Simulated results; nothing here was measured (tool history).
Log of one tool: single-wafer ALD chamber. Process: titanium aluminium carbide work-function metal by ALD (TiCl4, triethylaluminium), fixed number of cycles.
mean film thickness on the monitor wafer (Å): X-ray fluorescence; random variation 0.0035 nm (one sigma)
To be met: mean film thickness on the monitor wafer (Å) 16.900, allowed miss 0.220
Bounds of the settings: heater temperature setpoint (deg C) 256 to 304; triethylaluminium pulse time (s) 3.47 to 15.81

| run | day | heater temperature setpoint (deg C) | triethylaluminium pulse time (s) | mean film thickness on the monitor wafer (Å) |
|---|---|---|---|---|
| 1 | 0.000 | 280 | 9.64 | 19.312 |
| 2 | 0.296 | 285 | 9.64 | 19.785 |
| 3 | 0.550 | 285 | 7.47 | 18.766 |
| 4 | 0.892 | 289 | 7.47 | 19.173 |
| 5 | 1.212 | 289 | 9.30 | 20.094 |
| 6 | 1.325 | 282 | 9.11 | 19.397 |
| 7 | 1.383 | 277 | 8.58 | 18.610 |
| 8 | 1.750 | 273 | 8.44 | 18.160 |
| 9 | 2.075 | 270 | 8.34 | 17.828 |
| 10 | 2.100 | 268 | 8.27 | 17.535 |
| 11 | 2.183 | 267 | 8.23 | 17.453 |
| 12 | 2.496 | 266 | 8.19 | 17.308 |
| 13 | 2.679 | 265 | 8.16 | 17.185 |

4 next moves are on the table. One of them brings every result within its allowed miss. Which?
| A | 2.862 | 260 | 8.38 | ? |
| B | 2.862 | 269 | 8.11 | ? |
| C | 2.862 | 267 | 7.87 | ? |
| D | 2.862 | 259 | 10.62 | ? |

| move | mean film thickness on the monitor wafer (Å) |
|---|---|
| A | 16.824 |
| B | 17.569 |
| C | 17.240 |
| D | 17.385 |
A: meets every target
B: further off than the last run
C: further off than the last run
D: further off than the last run
Move A is the one to make.

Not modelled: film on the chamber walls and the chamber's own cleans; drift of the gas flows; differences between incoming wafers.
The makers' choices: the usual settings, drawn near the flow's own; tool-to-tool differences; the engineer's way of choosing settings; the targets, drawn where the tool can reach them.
